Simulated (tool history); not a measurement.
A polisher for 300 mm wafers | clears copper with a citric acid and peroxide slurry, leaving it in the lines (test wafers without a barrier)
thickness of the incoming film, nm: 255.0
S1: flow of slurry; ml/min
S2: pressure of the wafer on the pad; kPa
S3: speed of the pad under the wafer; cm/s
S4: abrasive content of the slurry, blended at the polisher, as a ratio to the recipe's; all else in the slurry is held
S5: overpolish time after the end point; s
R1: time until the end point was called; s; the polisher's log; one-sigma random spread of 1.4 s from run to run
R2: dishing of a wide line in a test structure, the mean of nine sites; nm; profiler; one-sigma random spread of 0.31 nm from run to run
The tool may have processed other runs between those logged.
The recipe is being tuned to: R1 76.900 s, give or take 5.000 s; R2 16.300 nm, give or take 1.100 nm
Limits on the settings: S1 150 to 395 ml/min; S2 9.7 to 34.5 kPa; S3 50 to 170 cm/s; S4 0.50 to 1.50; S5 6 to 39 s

| run | hour | S1 | S2 | S3 | S4 | S5 | R1 | R2 |
|---|---|---|---|---|---|---|---|---|
| 1 | 0.0 | 250 | 22.1 | 110 | 1.00 | 20 | 88.351 | 32.571 |
| 2 | 1.6 | 250 | 22.1 | 110 | 0.85 | 20 | 90.689 | 32.534 |
| 3 | 4.5 | 250 | 22.1 | 110 | 0.85 | 12 | 89.530 | 21.547 |
| 4 | 13.2 | 250 | 22.1 | 110 | 0.85 | 8 | 89.099 | 14.062 |
| 5 | 15.8 | 250 | 22.1 | 110 | 0.85 | 13 | 89.830 | 21.997 |
| 6 | 22.3 | 250 | 22.1 | 110 | 0.75 | 13 | 90.962 | 21.632 |
| 7 | 23.1 | 255 | 22.8 | 110 | 0.75 | 11 | 89.307 | 19.314 |
| 8 | 29.5 | 255 | 23.4 | 110 | 0.80 | 10 | 85.740 | 18.504 |
| 9 | 36.4 | 255 | 23.4 | 110 | 0.80 | 10 | 83.893 | 18.319 |
| 10 | 40.0 | 260 | 24.1 | 110 | 0.80 | 9 | 83.767 | 16.638 |
| 11 | 48.5 | 260 | 24.8 | 110 | 0.80 | 9 | 83.165 | 17.943 |

Of the 4 settings listed for the next run, only one would bring every result within its allowed miss of target. Which one?
| A | 57.0 | 270 | 26.2 | 110 | 0.80 | 10 | ? | ? |
| B | 57.0 | 235 | 26.9 | 98 | 0.60 | 12 | ? | ? |
| C | 57.0 | 220 | 26.2 | 114 | 0.85 | 8 | ? | ? |
| D | 57.0 | 270 | 28.3 | 94 | 0.65 | 9 | ? | ? |

| move | R1 | R2 |
|---|---|---|
| A | 79.266 | 19.762 |
| B | 92.147 | 20.365 |
| C | 77.751 | 16.337 |
| D | 89.740 | 15.969 |
A: moves away from the targets compared with the last run
B: moves away from the targets compared with the last run
C: in spec on every target
D: corrects the largest miss of the last run, while another result sits out of spec
Move C is the one to make.
